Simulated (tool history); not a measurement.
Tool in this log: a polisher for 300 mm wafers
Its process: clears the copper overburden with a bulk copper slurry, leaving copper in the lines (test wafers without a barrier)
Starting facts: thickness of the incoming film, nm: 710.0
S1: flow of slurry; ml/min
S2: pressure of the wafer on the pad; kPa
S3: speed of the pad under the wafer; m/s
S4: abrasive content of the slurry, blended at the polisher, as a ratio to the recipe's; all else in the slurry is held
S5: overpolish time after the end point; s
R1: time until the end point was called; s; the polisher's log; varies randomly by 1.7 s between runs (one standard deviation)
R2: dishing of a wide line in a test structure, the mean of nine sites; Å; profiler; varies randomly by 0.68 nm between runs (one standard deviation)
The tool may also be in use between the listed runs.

run 1 hour=0 | S1=185 S2=11.7 S3=0.94 S4=1 S5=21 | R1=152.6 R2=506.94
run 2 hour=8.5 | S1=185 S2=11 S3=0.94 S4=1 S5=19 | R1=159 R2=449.38
run 3 hour=9.1 | S1=180 S2=11 S3=0.94 S4=1 S5=18 | R1=162.35 R2=458.66
run 4 hour=11.3 | S1=180 S2=11 S3=0.94 S4=1 S5=26 | R1=158.45 R2=530.11
run 5 hour=15.8 | S1=180 S2=11 S3=0.94 S4=1.15 S5=26 | R1=154.51 R2=545.09
run 6 hour=17.8 | S1=155 S2=11 S3=0.94 S4=1.15 S5=26 | R1=158.72 R2=544.94
run 7 hour=21.2 | S1=160 S2=10.3 S3=0.94 S4=1.15 S5=22 | R1=163.06 R2=477.87

The next listed run, before its measurement:
run 8 hour=30.1 | S1=160 S2=9.7 S3=0.94 S4=1.15 S5=20 | R1=? R2=?

For run 8 the tool returned R1 171.71 s, R2 447.21 Å.
